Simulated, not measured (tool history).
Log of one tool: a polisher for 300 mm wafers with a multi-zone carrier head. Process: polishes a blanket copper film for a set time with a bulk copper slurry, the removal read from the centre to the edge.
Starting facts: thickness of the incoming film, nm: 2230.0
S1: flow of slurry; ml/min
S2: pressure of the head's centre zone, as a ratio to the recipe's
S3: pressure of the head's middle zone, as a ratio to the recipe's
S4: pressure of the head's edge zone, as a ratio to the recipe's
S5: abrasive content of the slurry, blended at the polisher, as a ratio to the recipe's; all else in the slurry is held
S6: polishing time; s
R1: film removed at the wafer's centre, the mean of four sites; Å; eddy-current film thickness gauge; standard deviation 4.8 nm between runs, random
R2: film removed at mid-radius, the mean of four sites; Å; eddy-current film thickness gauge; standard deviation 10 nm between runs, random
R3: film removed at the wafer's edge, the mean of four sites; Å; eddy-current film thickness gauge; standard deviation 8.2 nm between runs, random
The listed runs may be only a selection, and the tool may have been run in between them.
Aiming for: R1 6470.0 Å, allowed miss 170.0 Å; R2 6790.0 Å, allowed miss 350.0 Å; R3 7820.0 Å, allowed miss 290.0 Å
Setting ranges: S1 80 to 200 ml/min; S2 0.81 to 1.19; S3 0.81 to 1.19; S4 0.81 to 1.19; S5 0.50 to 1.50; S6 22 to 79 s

run    day   S1    S2    S3    S4    S5  S6      R1      R2      R3
  1  0.000  130  1.00  1.00  1.00  1.00  50  5465.1  5353.8  5457.8
  2  0.158  150  1.00  1.00  1.00  1.00  50  5708.3  5586.4  5576.3
  3  0.304  150  1.00  1.00  1.09  1.00  50  5719.0  5665.3  5844.1
  4  0.546  150  1.00  1.00  1.09  1.20  50  5982.7  5928.4  5976.3
  5  0.767  150  0.96  0.97  1.12  1.25  53  6152.1  6148.8  6677.9
  6  1.004  155  0.94  0.96  1.14  1.30  54  6147.3  6340.8  6990.8
  7  1.108  160  0.93  0.95  1.15  1.35  54  6245.7  6431.8  7042.5
  8  1.362  160  0.92  0.94  1.16  1.40  55  6434.1  6662.8  7296.8
  9  1.408  160  0.86  0.87  1.19  1.50  57  6230.1  6354.6  7866.1

Exercise: of the 5 proposed moves below, exactly one satisfies all targets within the stated allowed misses. Which move is it?
  A  1.454  110  0.86  1.01  1.16  1.50  64   ?   ?   ?
  B  1.454  155  0.91  0.81  1.14  1.50  58   ?   ?   ?
  C  1.454  150  0.84  0.90  1.19  1.50  57   ?   ?   ?
  D  1.454  150  0.83  0.85  1.15  1.45  58   ?   ?   ?
  E  1.454  170  0.87  0.92  1.17  1.50  57   ?   ?   ?

move      R1      R2      R3
   A  6304.0  7331.4  8051.0
   B  6631.2  6005.4  7682.6
   C  5970.9  6395.7  7674.9
   D  5948.3  6154.5  7609.9
   E  6354.4  6669.6  7737.2
A: puts the biggest miss on target and leaves a different result outside tolerance
B: puts the biggest miss on target and leaves a different result outside tolerance
C: misses by more than the last run did
D: misses by more than the last run did
E: every result lands within tolerance
The move that meets every target is E.
